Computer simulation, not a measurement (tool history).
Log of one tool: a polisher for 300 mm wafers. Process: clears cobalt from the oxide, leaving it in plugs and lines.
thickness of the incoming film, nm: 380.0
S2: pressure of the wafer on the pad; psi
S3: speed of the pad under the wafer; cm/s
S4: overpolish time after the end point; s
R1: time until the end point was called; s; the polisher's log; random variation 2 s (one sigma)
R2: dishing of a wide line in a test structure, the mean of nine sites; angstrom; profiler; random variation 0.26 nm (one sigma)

{"run": 1, "day": 0.0, "flow of slurry (ml/min)": 235, "S2": 2.3, "S3": 116, "S4": 12, "R1": 58.08, "R2": 468.16}
{"run": 2, "day": 0.108, "flow of slurry (ml/min)": 235, "S2": 2.3, "S3": 116, "S4": 8, "R1": 59.233, "R2": 368.6}
{"run": 3, "day": 0.296, "flow of slurry (ml/min)": 235, "S2": 2.3, "S3": 132, "S4": 8, "R1": 52.794, "R2": 394.74}
{"run": 4, "day": 0.367, "flow of slurry (ml/min)": 235, "S2": 2.3, "S3": 132, "S4": 4, "R1": 51.009, "R2": 241.76}
{"run": 5, "day": 0.588, "flow of slurry (ml/min)": 235, "S2": 1.9, "S3": 132, "S4": 4, "R1": 61.125, "R2": 209.41}
{"run": 6, "day": 0.642, "flow of slurry (ml/min)": 235, "S2": 1.9, "S3": 132, "S4": 4, "R1": 63.462, "R2": 207.35}
{"run": 7, "day": 0.867, "flow of slurry (ml/min)": 235, "S2": 1.7, "S3": 128, "S4": 4, "R1": 70.172, "R2": 191.05}

Run 8 comes next. What will it give?
{"run": 8, "day": 1.1, "flow of slurry (ml/min)": 235, "S2": 1.5, "S3": 124, "S4": 4, "R1": "?", "R2": "?"}

Run 8 gave R1 82.921 s, R2 165.84 angstrom.
